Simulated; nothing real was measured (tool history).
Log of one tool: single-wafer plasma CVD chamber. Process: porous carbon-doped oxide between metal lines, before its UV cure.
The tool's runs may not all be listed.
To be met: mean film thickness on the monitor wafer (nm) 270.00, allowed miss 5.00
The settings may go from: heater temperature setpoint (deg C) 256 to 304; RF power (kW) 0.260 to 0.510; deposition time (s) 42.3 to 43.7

run  hour  heater temperature setpoint (deg C)  RF power (kW)  deposition time (s)  mean film thickness on the monitor wafer (nm)
  1   0.0                                  280          0.385                 42.3                                         237.18
  2   8.2                                  287          0.385                 42.3                                         227.51
  3   9.3                                  287          0.385                 43.7                                         236.10
  4  14.4                                  287          0.385                 43.7                                         235.11
  5  19.2                                  282          0.390                 43.7                                         244.24
  6  25.6                                  287          0.390                 43.7                                         239.21
  7  29.0                                  282          0.395                 43.7                                         247.98
  8  30.0                                  279          0.395                 43.7                                         253.00
  9  37.0                                  276          0.395                 43.7                                         257.62
 10  43.8                                  274          0.395                 43.7                                         261.33
 11  47.3                                  273          0.395                 43.7                                         261.25
 12  56.2                                  272          0.395                 43.7                                         263.84

Which of these 4 next moves meets every target?
  A  65.1                                  262          0.360                 42.4                                              ?
  B  65.1                                  273          0.405                 43.7                                              ?
  C  65.1                                  273          0.390                 43.7                                              ?
  D  65.1                                  273          0.395                 43.1                                              ?

move  mean film thickness on the monitor wafer (nm)
   A                                         247.36
   B                                         267.95
   C                                         258.54
   D                                         258.18
A: further off than the last run
B: meets every target
C: further off than the last run
D: further off than the last run
Answer: B
